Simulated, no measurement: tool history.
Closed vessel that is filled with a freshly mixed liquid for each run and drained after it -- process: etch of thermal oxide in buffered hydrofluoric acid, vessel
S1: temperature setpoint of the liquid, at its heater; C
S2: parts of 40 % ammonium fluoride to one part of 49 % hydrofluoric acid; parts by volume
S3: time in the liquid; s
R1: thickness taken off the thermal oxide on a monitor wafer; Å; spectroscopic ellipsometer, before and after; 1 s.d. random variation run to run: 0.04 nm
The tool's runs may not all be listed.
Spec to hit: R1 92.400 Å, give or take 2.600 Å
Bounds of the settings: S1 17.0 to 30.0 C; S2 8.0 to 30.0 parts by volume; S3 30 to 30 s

run	hour	S1	S2	S3	R1
1	0.0	22.0	22.5	30	149.090
2	0.8	22.0	22.5	30	149.190
3	2.2	22.0	22.5	30	149.420
4	7.4	20.5	24.5	30	130.160
5	12.1	19.0	24.5	30	119.480
6	13.2	17.0	24.5	30	105.700
7	14.5	17.0	26.0	30	102.000
8	17.8	17.0	27.0	30	99.540
9	18.9	17.0	28.0	30	96.875
10	23.6	17.0	28.5	30	95.830

5 next moves are on the table. One of them brings every result within its allowed miss. Which?
A	28.3	17.0	27.5	30	?
B	28.3	18.5	30.0	30	?
C	28.3	17.0	30.0	30	?
D	28.3	17.0	26.0	30	?
E	28.3	18.0	29.5	30	?

move	R1
A	98.253
B	100.780
C	92.499
D	102.150
E	99.100
A: moves away from the targets compared with the last run
B: moves away from the targets compared with the last run
C: all results land within tolerance of their targets
D: moves away from the targets compared with the last run
E: moves away from the targets compared with the last run
Correct choice: C, which meets every target
